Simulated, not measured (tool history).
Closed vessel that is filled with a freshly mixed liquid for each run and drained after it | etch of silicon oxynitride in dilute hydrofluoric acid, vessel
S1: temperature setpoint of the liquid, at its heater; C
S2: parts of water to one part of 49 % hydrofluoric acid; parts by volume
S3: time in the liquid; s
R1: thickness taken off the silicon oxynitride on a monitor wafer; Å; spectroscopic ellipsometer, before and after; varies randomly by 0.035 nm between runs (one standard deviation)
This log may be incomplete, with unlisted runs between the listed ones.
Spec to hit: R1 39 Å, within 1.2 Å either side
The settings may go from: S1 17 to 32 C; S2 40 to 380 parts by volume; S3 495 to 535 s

run	day	S1	S2	S3	R1
1	0	24	210	495	68.148
2	0.246	24	170	495	85.959
3	0.571	22.5	190	495	70.799
4	0.933	22.5	190	495	70.13
5	1.254	21.5	200	495	63.532
6	1.325	24	200	495	71.311
7	1.583	22.5	210	495	63.884
8	1.875	21.5	220	495	58.363
# day 1.979: hydrofluoric acid flow meter replaced
9	1.979	20.5	230	495	47.612
10	2.038	20	230	495	45.25
11	2.108	19.5	230	495	45.292
12	2.454	19	230	495	43.862
13	2.479	19	230	495	43.24
14	2.704	19	230	495	44.105
15	3	18.5	230	495	43.262
16	3.246	18	230	495	42.082
17	3.446	17.5	230	495	40.777

Of the 4 settings listed for the next run, only one would bring every result within its allowed miss of target. Which one?
A	3.646	18	260	525	?
B	3.646	17	225	530	?
C	3.646	17	220	495	?
D	3.646	18	235	510	?

move	R1
A	38.435
B	43.663
C	41.827
D	41.918
A: each result inside its tolerance
B: further off than the last run
C: further off than the last run
D: further off than the last run
A meets every target.
